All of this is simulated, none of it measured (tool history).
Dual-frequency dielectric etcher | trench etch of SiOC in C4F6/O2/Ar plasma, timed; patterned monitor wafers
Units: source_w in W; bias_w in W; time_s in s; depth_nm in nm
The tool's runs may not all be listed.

{"run": 1, "hour": 0.0, "source_w": 400, "bias_w": 151, "time_s": 29, "depth_nm": 58.842}
{"run": 2, "hour": 7.2, "source_w": 430, "bias_w": 151, "time_s": 29, "depth_nm": 60.986}
{"run": 3, "hour": 14.9, "source_w": 430, "bias_w": 141, "time_s": 29, "depth_nm": 59.916}
{"run": 4, "hour": 16.5, "source_w": 380, "bias_w": 139, "time_s": 29, "depth_nm": 55.887}
{"run": 5, "hour": 17.6, "source_w": 380, "bias_w": 118, "time_s": 29, "depth_nm": 53.569}
{"run": 6, "hour": 18.9, "source_w": 400, "bias_w": 118, "time_s": 29, "depth_nm": 54.645}
{"run": 7, "hour": 21.5, "source_w": 320, "bias_w": 112, "time_s": 29, "depth_nm": 48.045}

Forecast run 8:
{"run": 8, "hour": 23.8, "source_w": 320, "bias_w": 112, "time_s": 29, "depth_nm": "?"}

{"run 8": {"depth_nm": 48.182}}
